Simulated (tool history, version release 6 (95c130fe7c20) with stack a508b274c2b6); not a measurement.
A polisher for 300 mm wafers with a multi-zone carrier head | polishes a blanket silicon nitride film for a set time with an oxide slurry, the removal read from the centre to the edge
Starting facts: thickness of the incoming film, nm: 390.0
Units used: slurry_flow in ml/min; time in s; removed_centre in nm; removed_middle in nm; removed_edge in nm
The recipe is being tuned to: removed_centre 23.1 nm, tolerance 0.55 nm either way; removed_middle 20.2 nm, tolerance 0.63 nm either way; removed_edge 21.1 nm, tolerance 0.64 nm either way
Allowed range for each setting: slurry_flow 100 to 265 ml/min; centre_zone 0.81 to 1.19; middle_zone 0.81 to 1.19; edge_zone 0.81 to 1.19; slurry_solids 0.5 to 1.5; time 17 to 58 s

run,hour,slurry_flow,centre_zone,middle_zone,edge_zone,slurry_solids,time,removed_centre,removed_middle,removed_edge
1,0,170,1,1,1,1,37,18.535,18.717,18.551
2,7.1,170,1,1.04,1,1,37,18.321,19.138,18.709
3,12,170,0.93,1.04,1,1,37,17.699,19.155,18.396
4,20.5,170,0.93,1.04,1,1,33,15.563,16.938,16.439
5,23.8,180,0.97,1.03,1.01,1.05,33,16.585,17.511,17.24
6,30.8,190,1.01,1.02,1.01,1.1,33,17.626,17.495,17.472
7,32.3,190,1.01,1.02,1.01,1.1,33,17.315,17.272,17.334
8,34.5,195,1.04,1.03,1.02,1.15,33,18.087,17.67,17.628
9,42.8,240,1.14,1.03,1.12,1.4,33,21.073,19.514,20.438
10,47.8,250,1.19,1.01,1.09,1.5,33,22.954,19.815,20.232
11,52.9,250,1.19,1.01,1.1,1.5,33,22.503,19.321,20.297

Which single option among these 4 for the next run brings every result within its allowed miss of target? Just one does.
A,58,265,1.16,1.05,1.03,1.45,33,?,?,?
B,58,195,1.19,1.04,1.08,1.45,33,?,?,?
C,58,255,1.19,1.03,1.14,1.4,34,?,?,?
D,58,260,1.18,1.11,0.97,1.5,32,?,?,?

move,removed_centre,removed_middle,removed_edge
A,22.063,20.159,19.537
B,21.842,19.423,19.581
C,22.9,20.138,20.906
D,21.907,20.676,18.557
A: meets the target for the result that was furthest off, but another lies outside its allowed miss
B: lands further from the targets than the last run did
C: in spec on every target
D: meets the target for the result that was furthest off, but another lies outside its allowed miss
C meets every target.
